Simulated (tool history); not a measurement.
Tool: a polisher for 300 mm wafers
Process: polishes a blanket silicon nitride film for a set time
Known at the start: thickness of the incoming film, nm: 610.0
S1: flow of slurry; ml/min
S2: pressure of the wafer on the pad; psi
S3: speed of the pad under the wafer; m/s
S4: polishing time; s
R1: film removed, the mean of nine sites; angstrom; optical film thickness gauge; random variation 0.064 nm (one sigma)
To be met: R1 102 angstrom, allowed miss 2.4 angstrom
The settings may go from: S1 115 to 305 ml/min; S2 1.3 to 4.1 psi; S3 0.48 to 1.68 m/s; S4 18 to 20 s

run	hour	S1	S2	S3	S4	R1
1	0	195	2.7	1.08	20	281.8
2	7.4	185	2.2	0.88	20	194.96
3	14.3	185	2.2	1	20	219.63
4	19	185	1.7	1	20	171.12
5	25.5	165	1.7	1	20	170.78
6	27.2	165	1.3	1	20	134.15
7	34.5	155	1.3	0.9	20	122.68
8	37.2	145	1.3	0.84	20	113.37

4 next moves are on the table. One of them brings every result within its allowed miss. Which?
A	39.9	180	1.6	0.6	18	?
B	39.9	150	1.3	0.82	18	?
C	39.9	225	1.3	0.64	20	?
D	39.9	165	1.3	0.66	20	?

move	R1
A	97.573
B	102.17
C	96.734
D	96.323
A: takes the result that was furthest off past its target
B: meets every target
C: takes the result that was furthest off past its target
D: takes the result that was furthest off past its target
Answer: B
